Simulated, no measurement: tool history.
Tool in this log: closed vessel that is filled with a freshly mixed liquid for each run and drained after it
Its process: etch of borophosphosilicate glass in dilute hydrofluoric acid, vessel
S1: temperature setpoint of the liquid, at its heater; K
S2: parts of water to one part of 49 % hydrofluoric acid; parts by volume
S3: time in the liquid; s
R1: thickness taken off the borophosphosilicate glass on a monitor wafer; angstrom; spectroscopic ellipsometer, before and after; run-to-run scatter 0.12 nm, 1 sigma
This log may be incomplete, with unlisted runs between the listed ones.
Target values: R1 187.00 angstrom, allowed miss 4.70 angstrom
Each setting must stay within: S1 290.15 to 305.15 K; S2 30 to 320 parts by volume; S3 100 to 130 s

| run | hour | S1 | S2 | S3 | R1 |
|---|---|---|---|---|---|
| 1 | 0.0 | 297.15 | 175 | 130 | 269.88 |
| 2 | 4.8 | 296.65 | 175 | 130 | 261.80 |
| 3 | 9.3 | 296.65 | 115 | 130 | 428.55 |
| 4 | 13.5 | 298.65 | 115 | 130 | 459.61 |
| 5 | 15.2 | 298.65 | 90 | 130 | 611.79 |
| 6 | 18.0 | 297.65 | 100 | 130 | 524.36 |
| 7 | 22.1 | 293.65 | 170 | 130 | 242.26 |
| 8 | 27.4 | 293.15 | 170 | 130 | 237.02 |
| 9 | 30.5 | 292.65 | 170 | 130 | 234.59 |
| 10 | 32.1 | 292.15 | 170 | 130 | 227.81 |
| 11 | 38.6 | 291.15 | 180 | 130 | 204.80 |
| 12 | 42.7 | 290.65 | 185 | 130 | 194.42 |

Next run, 5 choices. One meets every target within its allowed miss, the rest don't. Which?
| A | 46.8 | 290.15 | 170 | 110 | ? |
| B | 46.8 | 291.65 | 185 | 115 | ? |
| C | 46.8 | 291.65 | 165 | 115 | ? |
| D | 46.8 | 291.65 | 180 | 115 | ? |
| E | 46.8 | 290.15 | 165 | 120 | ? |

| move | R1 |
|---|---|
| A | 180.01 |
| B | 180.84 |
| C | 206.95 |
| D | 186.81 |
| E | 203.33 |
A: pushes the last run's worst result past its target
B: pushes the last run's worst result past its target
C: its largest miss is bigger than the last run's
D: every result lands within tolerance
E: its largest miss is bigger than the last run's
D meets every target.

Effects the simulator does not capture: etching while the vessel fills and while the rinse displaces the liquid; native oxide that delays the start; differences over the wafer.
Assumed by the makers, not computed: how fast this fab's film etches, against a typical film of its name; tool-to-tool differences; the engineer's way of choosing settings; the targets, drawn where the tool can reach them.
